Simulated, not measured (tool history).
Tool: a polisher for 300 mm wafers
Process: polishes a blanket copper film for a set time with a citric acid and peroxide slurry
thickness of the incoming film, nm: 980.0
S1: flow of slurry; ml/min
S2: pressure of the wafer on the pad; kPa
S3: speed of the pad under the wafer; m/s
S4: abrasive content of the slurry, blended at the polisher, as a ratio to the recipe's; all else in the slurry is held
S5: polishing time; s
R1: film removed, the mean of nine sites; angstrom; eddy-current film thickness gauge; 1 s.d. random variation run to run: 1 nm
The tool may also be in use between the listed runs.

Run 1, hour 0: S1 285 ml/min, S2 22.8 kPa, S3 1.02 m/s, S4 1, S5 21 s. Result: R1 435.07 angstrom.
Run 2, hour 4.8: S1 285 ml/min, S2 22.8 kPa, S3 1.02 m/s, S4 1, S5 18 s. Result: R1 378.09 angstrom.
Run 3, hour 8.8: S1 285 ml/min, S2 25.5 kPa, S3 1.02 m/s, S4 1, S5 18 s. Result: R1 424.06 angstrom.
Run 4, hour 15.3: S1 285 ml/min, S2 25.5 kPa, S3 1.02 m/s, S4 0.9, S5 18 s. Result: R1 414.24 angstrom.
Run 5, hour 19.2: S1 285 ml/min, S2 25.5 kPa, S3 0.8 m/s, S4 0.9, S5 18 s. Result: R1 320.29 angstrom.
Run 6, hour 22: S1 285 ml/min, S2 25.5 kPa, S3 0.94 m/s, S4 0.9, S5 18 s. Result: R1 379.96 angstrom.
Run 7, hour 30.7: S1 285 ml/min, S2 26.9 kPa, S3 0.96 m/s, S4 0.9, S5 18 s. Result: R1 406.15 angstrom.

Run 8 is up next; what results do you expect?
Run 8, hour 37.1: S1 285 ml/min, S2 28.3 kPa, S3 0.98 m/s, S4 0.9, S5 18 s. Result: R1 ?.

For run 8 the tool returned R1 423.89 angstrom.
